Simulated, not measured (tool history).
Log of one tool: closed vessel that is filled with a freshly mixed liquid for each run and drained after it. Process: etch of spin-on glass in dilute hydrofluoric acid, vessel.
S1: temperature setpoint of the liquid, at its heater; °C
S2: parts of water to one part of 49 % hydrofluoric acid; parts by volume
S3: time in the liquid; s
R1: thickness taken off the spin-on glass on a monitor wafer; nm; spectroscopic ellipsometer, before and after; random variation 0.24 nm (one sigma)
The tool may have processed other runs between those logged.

{"run": 1, "hour": 0.0, "S1": 20.0, "S2": 190, "S3": 45, "R1": 10.898}
{"run": 2, "hour": 0.8, "S1": 20.0, "S2": 220, "S3": 45, "R1": 9.2749}
{"run": 3, "hour": 5.6, "S1": 20.0, "S2": 220, "S3": 45, "R1": 9.1983}
{"run": 4, "hour": 6.6, "S1": 21.5, "S2": 190, "S3": 45, "R1": 11.551}
{"run": 5, "hour": 10.7, "S1": 19.5, "S2": 190, "S3": 45, "R1": 10.794}
{"run": 6, "hour": 14.2, "S1": 21.0, "S2": 165, "S3": 45, "R1": 13.415}
{"run": 7, "hour": 15.2, "S1": 25.0, "S2": 90, "S3": 45, "R1": 31.299}
{"run": 8, "hour": 17.6, "S1": 25.5, "S2": 90, "S3": 45, "R1": 32.254}

Predict the results of run 9:
{"run": 9, "hour": 24.9, "S1": 25.5, "S2": 90, "S3": 45, "R1": "?"}

Run 9 produced R1 31.9810 nm.
